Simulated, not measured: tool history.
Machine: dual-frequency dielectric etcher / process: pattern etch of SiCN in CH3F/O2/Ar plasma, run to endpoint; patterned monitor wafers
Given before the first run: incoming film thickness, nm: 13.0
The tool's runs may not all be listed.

| run | hour | source power (W) | bias power (W) | endpoint time (s) |
|---|---|---|---|---|
| 1 | 0.0 | 320 | 81 | 39.553 |
| 2 | 5.3 | 320 | 75 | 40.622 |
| 3 | 8.8 | 300 | 74 | 41.727 |
| 4 | 11.3 | 300 | 88 | 39.960 |
| 5 | 16.6 | 240 | 88 | 43.082 |
| 6 | 21.9 | 270 | 88 | 41.130 |

Run 7 comes next. What will it give?
| 7 | 25.5 | 260 | 87 | ? |

{"run 7": {"endpoint time (s)": 41.754}}
